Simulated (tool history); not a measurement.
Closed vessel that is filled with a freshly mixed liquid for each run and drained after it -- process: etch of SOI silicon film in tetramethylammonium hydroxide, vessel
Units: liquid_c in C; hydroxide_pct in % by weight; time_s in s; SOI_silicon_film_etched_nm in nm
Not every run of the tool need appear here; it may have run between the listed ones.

run 1 day=0.000 | liquid_c=62.0 hydroxide_pct=16 time_s=90 | SOI_silicon_film_etched_nm=360.19
run 2 day=0.038 | liquid_c=59.5 hydroxide_pct=16 time_s=90 | SOI_silicon_film_etched_nm=308.80
run 3 day=0.308 | liquid_c=59.5 hydroxide_pct=16 time_s=90 | SOI_silicon_film_etched_nm=308.84
run 4 day=0.354 | liquid_c=57.5 hydroxide_pct=16 time_s=90 | SOI_silicon_film_etched_nm=272.11
run 5 day=0.412 | liquid_c=57.5 hydroxide_pct=16 time_s=100 | SOI_silicon_film_etched_nm=304.68
run 6 day=0.538 | liquid_c=57.5 hydroxide_pct=19 time_s=100 | SOI_silicon_film_etched_nm=282.71
run 7 day=0.654 | liquid_c=56.0 hydroxide_pct=19 time_s=100 | SOI_silicon_film_etched_nm=257.04

Run 8 has not been measured yet. What should we expect?
run 8 day=1.000 | liquid_c=53.0 hydroxide_pct=19 time_s=100 | SOI_silicon_film_etched_nm=?

{"run 8": {"SOI_silicon_film_etched_nm": 211.47}}

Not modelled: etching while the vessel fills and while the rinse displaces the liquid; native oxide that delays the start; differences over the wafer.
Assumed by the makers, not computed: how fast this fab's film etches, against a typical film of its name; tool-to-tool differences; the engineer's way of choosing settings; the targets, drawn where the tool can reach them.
